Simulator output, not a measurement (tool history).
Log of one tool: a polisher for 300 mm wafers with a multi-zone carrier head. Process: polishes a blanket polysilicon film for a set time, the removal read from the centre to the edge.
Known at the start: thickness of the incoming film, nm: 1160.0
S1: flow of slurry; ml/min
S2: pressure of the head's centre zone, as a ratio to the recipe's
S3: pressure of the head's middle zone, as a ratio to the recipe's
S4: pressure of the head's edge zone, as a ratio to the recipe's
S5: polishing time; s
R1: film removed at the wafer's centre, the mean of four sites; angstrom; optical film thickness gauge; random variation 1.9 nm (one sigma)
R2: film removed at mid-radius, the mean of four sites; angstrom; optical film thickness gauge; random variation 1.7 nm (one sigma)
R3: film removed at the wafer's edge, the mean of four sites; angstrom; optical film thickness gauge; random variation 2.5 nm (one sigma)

Run 1, day 0: S1 295 ml/min, S2 1, S3 1, S4 1, S5 38 s. Result: R1 2695.4 angstrom, R2 2547.8 angstrom, R3 2644.2 angstrom.
Run 2, day 0.267: S1 295 ml/min, S2 1, S3 1.07, S4 1, S5 38 s. Result: R1 2732.5 angstrom, R2 2684.7 angstrom, R3 2658.1 angstrom.
Run 3, day 0.338: S1 345 ml/min, S2 1, S3 1.07, S4 1, S5 38 s. Result: R1 2770.2 angstrom, R2 2682.1 angstrom, R3 2650 angstrom.
Run 4, day 0.533: S1 345 ml/min, S2 1, S3 1.04, S4 1, S5 38 s. Result: R1 2736.6 angstrom, R2 2653.1 angstrom, R3 2617 angstrom.
Run 5, day 0.675: S1 345 ml/min, S2 1, S3 1.11, S4 1, S5 38 s. Result: R1 2756.8 angstrom, R2 2776.9 angstrom, R3 2705.8 angstrom.
Run 6, day 0.929: S1 345 ml/min, S2 1, S3 1.11, S4 0.92, S5 38 s. Result: R1 2723.7 angstrom, R2 2743.2 angstrom, R3 2536.4 angstrom.
Run 7, day 1.212: S1 345 ml/min, S2 0.99, S3 1.08, S4 0.9, S5 37 s. Result: R1 2654 angstrom, R2 2627.6 angstrom, R3 2433.6 angstrom.

Forecast run 8:
Run 8, day 1.367: S1 310 ml/min, S2 0.93, S3 0.98, S4 0.81, S5 31 s. Result: R1 ?, R2 ?, R3 ?.

{"run 8": {"R1": 2068.9, "R2": 2088.7, "R3": 1938.8}}
